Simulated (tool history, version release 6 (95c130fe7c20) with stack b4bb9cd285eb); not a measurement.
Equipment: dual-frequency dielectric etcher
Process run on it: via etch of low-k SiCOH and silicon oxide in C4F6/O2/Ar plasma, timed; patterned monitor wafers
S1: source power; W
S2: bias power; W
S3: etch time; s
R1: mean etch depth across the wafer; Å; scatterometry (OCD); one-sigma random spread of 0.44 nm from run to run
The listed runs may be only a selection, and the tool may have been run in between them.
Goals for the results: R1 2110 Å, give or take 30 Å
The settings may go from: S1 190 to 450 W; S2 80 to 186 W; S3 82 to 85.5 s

run  hour   S1   S2  S3      R1
  1     0  320  133  82  1750.7
  2   1.1  350  137  82  1834.6
  3   9.3  350  147  82  1867.9
  4  13.7  350  138  82  1838.7
  5  14.5  370  140  82  1888.5
  6  23.4  390  142  82  1946.2
  7  24.1  400  143  82  1973.8
  8  30.7  410  144  82  2000.5
  9  31.2  420  145  82  2022.1
 10  31.9  430  146  82  2046.2
 11  34.5  430  147  82  2050.8

5 next moves are on the table. One of them brings every result within its allowed miss. Which?
  A  37.1  430  142    82   ?
  B  37.1  420  137    84   ?
  C  37.1  450  151    82   ?
  D  37.1  400  132  83.5   ?
  E  37.1  390  132    85   ?

move      R1
   A  2038.8
   B  2049.9
   C  2110.2
   D  1976.5
   E  1988.7
A: further off than the last run
B: just as far off the targets as the last run
C: each result inside its tolerance
D: further off than the last run
E: further off than the last run
Move C is the one to make.
